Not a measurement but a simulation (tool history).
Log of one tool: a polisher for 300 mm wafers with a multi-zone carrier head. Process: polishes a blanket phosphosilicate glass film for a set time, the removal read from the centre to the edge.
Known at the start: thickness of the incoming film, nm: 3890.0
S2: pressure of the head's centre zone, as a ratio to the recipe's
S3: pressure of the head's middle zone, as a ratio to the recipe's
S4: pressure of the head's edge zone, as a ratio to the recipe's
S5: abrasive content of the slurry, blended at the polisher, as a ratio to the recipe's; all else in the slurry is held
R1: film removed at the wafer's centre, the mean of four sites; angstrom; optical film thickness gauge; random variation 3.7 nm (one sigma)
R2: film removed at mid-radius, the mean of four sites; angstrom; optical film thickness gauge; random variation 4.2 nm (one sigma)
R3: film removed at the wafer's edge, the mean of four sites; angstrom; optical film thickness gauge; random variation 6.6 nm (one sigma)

{"run": 1, "hour": 0.0, "flow of slurry (ml/min)": 260, "S2": 1, "S3": 1, "S4": 1, "S5": 1, "polishing time (s)": 59, "R1": 5948.1, "R2": 5759.1, "R3": 5879.8}
{"run": 2, "hour": 3.4, "flow of slurry (ml/min)": 260, "S2": 1, "S3": 1, "S4": 1, "S5": 1.2, "polishing time (s)": 59, "R1": 6310.8, "R2": 6084.1, "R3": 6235.7}
{"run": 3, "hour": 4.2, "flow of slurry (ml/min)": 300, "S2": 1, "S3": 1, "S4": 1, "S5": 1.2, "polishing time (s)": 59, "R1": 6399.2, "R2": 6146.8, "R3": 6217.8}
{"run": 4, "hour": 5.1, "flow of slurry (ml/min)": 335, "S2": 1, "S3": 1, "S4": 1, "S5": 1.2, "polishing time (s)": 59, "R1": 6484.7, "R2": 6296.2, "R3": 6302.2}
{"run": 5, "hour": 10.5, "flow of slurry (ml/min)": 335, "S2": 1, "S3": 1, "S4": 1, "S5": 1.2, "polishing time (s)": 48, "R1": 5305, "R2": 4994.1, "R3": 5149.2}
{"run": 6, "hour": 14.5, "flow of slurry (ml/min)": 335, "S2": 1, "S3": 0.99, "S4": 0.98, "S5": 1.2, "polishing time (s)": 48, "R1": 5299.3, "R2": 5021.1, "R3": 5199}
{"run": 7, "hour": 20.6, "flow of slurry (ml/min)": 340, "S2": 1.01, "S3": 0.99, "S4": 0.98, "S5": 1.15, "polishing time (s)": 48, "R1": 5242.8, "R2": 4991.8, "R3": 5045.4}
{"run": 8, "hour": 25.5, "flow of slurry (ml/min)": 340, "S2": 1.02, "S3": 0.97, "S4": 0.97, "S5": 1.1, "polishing time (s)": 48, "R1": 5181.6, "R2": 4863.3, "R3": 4909.9}
{"run": 9, "hour": 29.6, "flow of slurry (ml/min)": 340, "S2": 1.03, "S3": 0.95, "S4": 0.96, "S5": 1.1, "polishing time (s)": 48, "R1": 5291.7, "R2": 4778.3, "R3": 4982.3}

Run 10 comes next. What will it give?
{"run": 10, "hour": 30.4, "flow of slurry (ml/min)": 340, "S2": 1.04, "S3": 0.94, "S4": 0.95, "S5": 1.05, "polishing time (s)": 48, "R1": "?", "R2": "?", "R3": "?"}

{"run 10": {"R1": 5238.2, "R2": 4602.3, "R3": 4889}}

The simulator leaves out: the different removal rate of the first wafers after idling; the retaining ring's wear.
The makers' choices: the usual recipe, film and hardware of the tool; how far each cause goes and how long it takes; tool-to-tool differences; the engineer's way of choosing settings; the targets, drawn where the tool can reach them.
